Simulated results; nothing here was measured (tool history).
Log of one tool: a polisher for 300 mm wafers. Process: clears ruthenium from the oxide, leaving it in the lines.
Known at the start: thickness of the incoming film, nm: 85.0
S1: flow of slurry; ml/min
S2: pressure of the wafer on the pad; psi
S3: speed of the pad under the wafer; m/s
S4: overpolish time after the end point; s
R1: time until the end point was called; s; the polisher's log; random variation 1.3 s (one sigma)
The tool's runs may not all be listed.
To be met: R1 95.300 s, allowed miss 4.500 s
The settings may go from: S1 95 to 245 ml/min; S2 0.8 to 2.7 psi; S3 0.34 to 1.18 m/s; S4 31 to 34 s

run  hour   S1   S2    S3  S4       R1
  1   0.0  155  1.7  0.76  31  124.750
  2   8.2  155  1.8  0.76  31  116.450
  3  16.9  155  1.8  0.58  31  154.560
  4  20.8  155  1.8  0.58  34  148.390
  5  26.3  155  2.0  0.58  34  137.070
  6  31.8  155  2.2  0.58  34  124.370
  7  37.7  155  2.4  0.58  34  111.860
  8  39.6  155  2.5  0.58  34  108.770

Which of these 5 next moves meets every target?
  A  41.5  155  2.7  0.68  32   ?
  B  41.5  170  2.4  0.56  31   ?
  C  41.5  135  2.4  0.72  34   ?
  D  41.5  165  2.5  0.56  34   ?
  E  41.5  150  2.7  0.70  31   ?

move       R1
   A   86.895
   B  114.490
   C   94.833
   D  110.660
   E   85.108
A: takes the result that was furthest off past its target
B: further off than the last run
C: meets every target
D: further off than the last run
E: takes the result that was furthest off past its target
The right move is C.
